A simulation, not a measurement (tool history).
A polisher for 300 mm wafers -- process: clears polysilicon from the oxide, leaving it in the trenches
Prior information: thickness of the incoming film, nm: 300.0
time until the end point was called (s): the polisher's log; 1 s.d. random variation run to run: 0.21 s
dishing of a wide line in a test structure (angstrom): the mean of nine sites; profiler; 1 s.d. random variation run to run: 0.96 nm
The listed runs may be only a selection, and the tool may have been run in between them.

run    day  flow of slurry (ml/min)  pressure of the wafer on the pad (psi)  speed of the pad under the wafer (cm/s)  overpolish time after the end point (s)  time until the end point was called (s)  dishing of a wide line in a test structure (angstrom)
  1  0.000                      230                                     1.7                                      126                                       13                                   31.119                                                 557.07
  2  0.262                      200                                     1.7                                      126                                       13                                   32.090                                                 551.39
  3  0.554                      205                                     1.8                                      126                                       12                                   30.553                                                 580.82
  4  0.700                      205                                     1.4                                      126                                       12                                   38.141                                                 509.48
  5  0.783                      260                                     1.4                                      126                                       12                                   36.706                                                 515.20
  6  0.896                      260                                     1.5                                      126                                       11                                   35.369                                                 506.58

Run 7 comes next. What will it give?
  7  1.017                      265                                     2.0                                      130                                        6                                        ?                                                      ?

time until the end point was called (s): 26.412
dishing of a wide line in a test structure (angstrom): 426.88
